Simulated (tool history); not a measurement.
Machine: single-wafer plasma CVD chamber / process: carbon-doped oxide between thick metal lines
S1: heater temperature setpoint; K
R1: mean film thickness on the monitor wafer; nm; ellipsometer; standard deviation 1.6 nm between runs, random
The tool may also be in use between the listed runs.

run 1 hour=0.0 | S1=628.15 chamber_pressure_(mTorr)=4230 RF_power_(W)=575 deposition_time_(s)=99.6 | R1=536.49
run 2 hour=1.0 | S1=619.15 chamber_pressure_(mTorr)=4230 RF_power_(W)=575 deposition_time_(s)=99.6 | R1=549.15
run 3 hour=6.7 | S1=619.15 chamber_pressure_(mTorr)=4230 RF_power_(W)=575 deposition_time_(s)=99.6 | R1=552.16
run 4 hour=13.4 | S1=619.15 chamber_pressure_(mTorr)=4230 RF_power_(W)=535 deposition_time_(s)=99.6 | R1=511.72
run 5 hour=14.2 | S1=619.15 chamber_pressure_(mTorr)=4230 RF_power_(W)=570 deposition_time_(s)=99.6 | R1=546.82
run 6 hour=19.1 | S1=619.15 chamber_pressure_(mTorr)=4230 RF_power_(W)=600 deposition_time_(s)=99.6 | R1=572.46
run 7 hour=20.7 | S1=619.15 chamber_pressure_(mTorr)=4230 RF_power_(W)=600 deposition_time_(s)=99.6 | R1=569.31
run 8 hour=22.8 | S1=624.15 chamber_pressure_(mTorr)=3770 RF_power_(W)=585 deposition_time_(s)=99.6 | R1=540.44
run 9 hour=24.1 | S1=628.15 chamber_pressure_(mTorr)=3420 RF_power_(W)=575 deposition_time_(s)=99.6 | R1=523.49
run 10 hour=28.7 | S1=631.15 chamber_pressure_(mTorr)=3170 RF_power_(W)=565 deposition_time_(s)=99.6 | R1=506.19
run 11 hour=30.8 | S1=634.15 chamber_pressure_(mTorr)=2990 RF_power_(W)=560 deposition_time_(s)=99.6 | R1=496.46
run 12 hour=37.5 | S1=637.15 chamber_pressure_(mTorr)=2860 RF_power_(W)=560 deposition_time_(s)=99.6 | R1=489.74
run 13 hour=45.1 | S1=639.15 chamber_pressure_(mTorr)=2780 RF_power_(W)=560 deposition_time_(s)=99.6 | R1=489.58
run 14 hour=49.3 | S1=639.15 chamber_pressure_(mTorr)=2780 RF_power_(W)=560 deposition_time_(s)=99.6 | R1=487.83

Run 15 comes next. What will it give?
-- hour=57.7 thermocouple changed; heater temperature recalibrated
run 15 hour=57.7 | S1=639.15 chamber_pressure_(mTorr)=2780 RF_power_(W)=560 deposition_time_(s)=99.6 | R1=?

R1: 489.16 nm
